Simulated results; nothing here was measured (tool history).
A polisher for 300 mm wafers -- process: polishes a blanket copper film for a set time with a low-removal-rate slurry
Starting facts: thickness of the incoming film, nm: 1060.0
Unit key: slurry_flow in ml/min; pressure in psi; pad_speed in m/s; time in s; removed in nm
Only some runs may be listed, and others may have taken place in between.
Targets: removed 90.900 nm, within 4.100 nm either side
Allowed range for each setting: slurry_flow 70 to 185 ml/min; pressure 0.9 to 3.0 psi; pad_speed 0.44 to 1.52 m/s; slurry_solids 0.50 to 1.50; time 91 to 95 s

run 1 hour=0.0 | slurry_flow=120 pressure=1.9 pad_speed=0.98 slurry_solids=1.00 time=91 | removed=161.770
run 2 hour=2.2 | slurry_flow=120 pressure=1.9 pad_speed=0.98 slurry_solids=0.90 time=91 | removed=154.070
run 3 hour=3.9 | slurry_flow=140 pressure=1.9 pad_speed=0.98 slurry_solids=0.90 time=91 | removed=158.690
run 4 hour=11.5 | slurry_flow=140 pressure=1.9 pad_speed=0.98 slurry_solids=0.80 time=91 | removed=159.480
run 5 hour=13.3 | slurry_flow=140 pressure=1.7 pad_speed=0.98 slurry_solids=0.80 time=91 | removed=140.260
run 6 hour=22.0 | slurry_flow=140 pressure=1.5 pad_speed=0.98 slurry_solids=0.80 time=91 | removed=124.300
run 7 hour=22.8 | slurry_flow=140 pressure=1.4 pad_speed=0.98 slurry_solids=0.80 time=91 | removed=116.450
run 8 hour=25.9 | slurry_flow=140 pressure=1.3 pad_speed=0.98 slurry_solids=0.80 time=91 | removed=110.750
run 9 hour=26.9 | slurry_flow=140 pressure=1.2 pad_speed=0.98 slurry_solids=0.80 time=91 | removed=100.640

Pick the move, out of 5, that brings all results within their allowed miss; only one does.
run A hour=27.9 | slurry_flow=105 pressure=1.2 pad_speed=1.06 slurry_solids=0.55 time=91 | removed=?
run B hour=27.9 | slurry_flow=115 pressure=1.3 pad_speed=1.06 slurry_solids=0.60 time=91 | removed=?
run C hour=27.9 | slurry_flow=135 pressure=1.3 pad_speed=0.94 slurry_solids=0.75 time=91 | removed=?
run D hour=27.9 | slurry_flow=120 pressure=1.1 pad_speed=0.92 slurry_solids=0.75 time=91 | removed=?
run E hour=27.9 | slurry_flow=125 pressure=1.2 pad_speed=0.94 slurry_solids=0.75 time=95 | removed=?

move=A removed=90.644
move=B removed=102.360
move=C removed=102.760
move=D removed=84.111
move=E removed=97.759
A: hits every target within its allowed miss
B: misses by more than the last run did
C: misses by more than the last run did
D: takes the biggest miss from the last run beyond its target
E: better than the last run, though not everything is in spec
Correct choice: A, which meets every target
